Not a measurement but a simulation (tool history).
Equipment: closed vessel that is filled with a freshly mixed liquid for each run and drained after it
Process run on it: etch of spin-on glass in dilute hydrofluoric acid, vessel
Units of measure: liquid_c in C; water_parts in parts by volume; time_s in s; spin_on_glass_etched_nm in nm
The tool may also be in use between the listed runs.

run	hour	liquid_c	water_parts	time_s	spin_on_glass_etched_nm
1	0.0	20.0	160	30	8.6707
2	7.2	22.0	145	30	10.3600
3	15.4	23.5	135	30	12.0910
4	16.8	23.5	135	30	12.0130
5	25.2	24.5	130	30	13.0230
6	26.5	25.5	125	30	14.1560

The next listed run, before its measurement:
7	34.1	26.0	120	30	?

{"run 7": {"spin_on_glass_etched_nm": 15.135}}

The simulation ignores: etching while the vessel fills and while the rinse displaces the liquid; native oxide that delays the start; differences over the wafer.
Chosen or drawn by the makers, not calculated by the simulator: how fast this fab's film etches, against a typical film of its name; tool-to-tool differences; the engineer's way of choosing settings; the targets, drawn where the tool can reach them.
